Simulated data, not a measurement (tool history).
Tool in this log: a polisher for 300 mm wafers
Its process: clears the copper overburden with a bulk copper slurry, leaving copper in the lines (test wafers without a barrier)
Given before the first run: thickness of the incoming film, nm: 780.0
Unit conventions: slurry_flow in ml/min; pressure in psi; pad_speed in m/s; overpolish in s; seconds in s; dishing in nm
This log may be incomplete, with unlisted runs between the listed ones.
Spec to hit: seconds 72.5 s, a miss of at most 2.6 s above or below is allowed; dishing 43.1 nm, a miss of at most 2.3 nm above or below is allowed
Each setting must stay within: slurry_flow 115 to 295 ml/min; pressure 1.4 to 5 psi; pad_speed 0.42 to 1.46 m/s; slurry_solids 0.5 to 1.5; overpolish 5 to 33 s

| run | day | slurry_flow | pressure | pad_speed | slurry_solids | overpolish | seconds | dishing |
|---|---|---|---|---|---|---|---|---|
| 1 | 0 | 190 | 3.2 | 0.94 | 1 | 17 | 104.39 | 41.867 |
| 2 | 0.042 | 190 | 2.5 | 0.94 | 1 | 17 | 124.24 | 38.518 |
| 3 | 0.267 | 230 | 2.5 | 0.94 | 1 | 17 | 121.84 | 38.097 |
| 4 | 0.617 | 230 | 2.5 | 0.94 | 0.9 | 17 | 124.6 | 38.997 |
| 5 | 0.675 | 230 | 2.8 | 0.94 | 0.9 | 16 | 115.12 | 38.667 |
| 6 | 0.733 | 230 | 2.8 | 0.72 | 0.9 | 16 | 145.95 | 36.824 |
| 7 | 1.079 | 230 | 2.8 | 0.72 | 0.9 | 16 | 148.31 | 35.783 |
| 8 | 1.304 | 230 | 3.2 | 0.74 | 0.9 | 15 | 127.3 | 36.421 |
| 9 | 1.538 | 230 | 3.5 | 0.74 | 0.9 | 15 | 120.44 | 38.4 |
| 10 | 1.771 | 230 | 3.7 | 0.76 | 0.9 | 14 | 111.45 | 37.972 |
| 11 | 1.854 | 230 | 3.9 | 0.78 | 0.9 | 14 | 103.98 | 39.674 |
| 12 | 2.117 | 230 | 4.1 | 0.8 | 0.9 | 13 | 98.274 | 40.086 |
| 13 | 2.358 | 230 | 4.2 | 0.82 | 0.9 | 13 | 92.037 | 40.176 |
| 14 | 2.546 | 230 | 4.3 | 0.82 | 0.9 | 13 | 91.137 | 40.628 |
| 15 | 2.846 | 230 | 4.4 | 0.82 | 0.9 | 13 | 87.769 | 40.322 |
| 16 | 3.004 | 230 | 4.5 | 0.82 | 0.9 | 13 | 87.964 | 40.678 |

Next run, 5 choices. One meets every target within its allowed miss, the rest don't. Which?
| A | 3.162 | 215 | 4 | 0.78 | 0.7 | 19 | ? | ? |
| B | 3.162 | 260 | 3.6 | 0.78 | 1.15 | 21 | ? | ? |
| C | 3.162 | 230 | 4.9 | 1.04 | 0.7 | 13 | ? | ? |
| D | 3.162 | 295 | 5 | 0.88 | 0.9 | 15 | ? | ? |
| E | 3.162 | 170 | 5 | 1.04 | 0.8 | 13 | ? | ? |

| move | seconds | dishing |
|---|---|---|
| A | 107.31 | 42.404 |
| B | 103.34 | 43.363 |
| C | 67.422 | 43.541 |
| D | 71.969 | 44.202 |
| E | 66.941 | 43.637 |
A: misses by more than the last run did
B: misses by more than the last run did
C: takes the biggest miss from the last run beyond its target
D: hits every target within its allowed miss
E: takes the biggest miss from the last run beyond its target
The right move is D.

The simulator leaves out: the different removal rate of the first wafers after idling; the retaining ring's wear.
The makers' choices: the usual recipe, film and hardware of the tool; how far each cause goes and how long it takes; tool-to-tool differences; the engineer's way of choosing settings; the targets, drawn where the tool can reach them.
